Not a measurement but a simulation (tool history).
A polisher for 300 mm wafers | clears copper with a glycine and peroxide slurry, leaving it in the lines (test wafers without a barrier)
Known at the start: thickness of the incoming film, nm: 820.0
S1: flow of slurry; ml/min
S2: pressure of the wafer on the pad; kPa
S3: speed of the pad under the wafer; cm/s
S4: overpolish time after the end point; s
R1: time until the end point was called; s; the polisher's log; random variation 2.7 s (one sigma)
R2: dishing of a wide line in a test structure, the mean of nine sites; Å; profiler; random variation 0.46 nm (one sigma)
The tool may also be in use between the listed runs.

{"run": 1, "hour": 0.0, "S1": 285, "S2": 20.7, "S3": 122, "S4": 17, "R1": 104.41, "R2": 832.97}
{"run": 2, "hour": 6.1, "S1": 285, "S2": 18.6, "S3": 114, "S4": 14, "R1": 124.14, "R2": 631.21}
{"run": 3, "hour": 13.6, "S1": 285, "S2": 16.5, "S3": 114, "S4": 12, "R1": 132.44, "R2": 515.92}
{"run": 4, "hour": 16.9, "S1": 285, "S2": 16.5, "S3": 114, "S4": 19, "R1": 137.31, "R2": 751.96}
{"run": 5, "hour": 17.4, "S1": 285, "S2": 16.5, "S3": 114, "S4": 24, "R1": 138.32, "R2": 876.72}
{"run": 6, "hour": 25.8, "S1": 330, "S2": 16.5, "S3": 114, "S4": 24, "R1": 132.11, "R2": 890.69}
{"run": 7, "hour": 34.7, "S1": 350, "S2": 16.5, "S3": 104, "S4": 20, "R1": 142.6, "R2": 741.41}
{"run": 8, "hour": 41.1, "S1": 355, "S2": 15.2, "S3": 108, "S4": 17, "R1": 153.47, "R2": 636.56}

Run 9 comes next. What will it give?
{"run": 9, "hour": 42.6, "S1": 350, "S2": 17.2, "S3": 98, "S4": 9, "R1": "?", "R2": "?"}

R1: 146.49 s
R2: 378.51 Å

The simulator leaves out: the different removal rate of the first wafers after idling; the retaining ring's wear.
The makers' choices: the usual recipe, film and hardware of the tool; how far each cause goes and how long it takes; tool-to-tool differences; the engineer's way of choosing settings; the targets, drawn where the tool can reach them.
